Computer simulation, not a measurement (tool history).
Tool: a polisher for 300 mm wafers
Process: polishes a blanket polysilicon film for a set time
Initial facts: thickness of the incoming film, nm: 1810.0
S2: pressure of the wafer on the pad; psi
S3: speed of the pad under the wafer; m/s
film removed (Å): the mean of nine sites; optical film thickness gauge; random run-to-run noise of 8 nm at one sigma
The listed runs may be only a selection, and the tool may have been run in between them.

run 1 hour=0 | flow_of_slurry_(ml/min)=295 S2=2.5 S3=1.16 polishing_time_(s)=100 | film_removed_(Å)=7098.7
run 2 hour=1.1 | flow_of_slurry_(ml/min)=295 S2=2.5 S3=1.16 polishing_time_(s)=100 | film_removed_(Å)=7157.5
run 3 hour=6.4 | flow_of_slurry_(ml/min)=345 S2=2.5 S3=1.16 polishing_time_(s)=100 | film_removed_(Å)=7089.1
run 4 hour=7.4 | flow_of_slurry_(ml/min)=345 S2=2.5 S3=0.9 polishing_time_(s)=100 | film_removed_(Å)=5577.4
run 5 hour=9.8 | flow_of_slurry_(ml/min)=345 S2=2.3 S3=0.9 polishing_time_(s)=100 | film_removed_(Å)=5214.1
run 6 hour=18.5 | flow_of_slurry_(ml/min)=345 S2=2.8 S3=0.94 polishing_time_(s)=100 | film_removed_(Å)=6464.9
-- hour=21.9 worn pad replaced by a new one
run 7 hour=21.9 | flow_of_slurry_(ml/min)=345 S2=3.2 S3=0.96 polishing_time_(s)=100 | film_removed_(Å)=8005.5
run 8 hour=22.6 | flow_of_slurry_(ml/min)=345 S2=3.4 S3=0.96 polishing_time_(s)=100 | film_removed_(Å)=8402.5
run 9 hour=24.1 | flow_of_slurry_(ml/min)=345 S2=3.6 S3=0.96 polishing_time_(s)=100 | film_removed_(Å)=9026.3
run 10 hour=28.7 | flow_of_slurry_(ml/min)=345 S2=3.7 S3=0.96 polishing_time_(s)=100 | film_removed_(Å)=9116.9
run 11 hour=35.7 | flow_of_slurry_(ml/min)=345 S2=3.8 S3=0.98 polishing_time_(s)=100 | film_removed_(Å)=9629.2

Expected results for the next run?
run 12 hour=41.9 | flow_of_slurry_(ml/min)=345 S2=3.8 S3=1 polishing_time_(s)=100 | film_removed_(Å)=?

Run 12 gave film removed (Å) 9781.6.
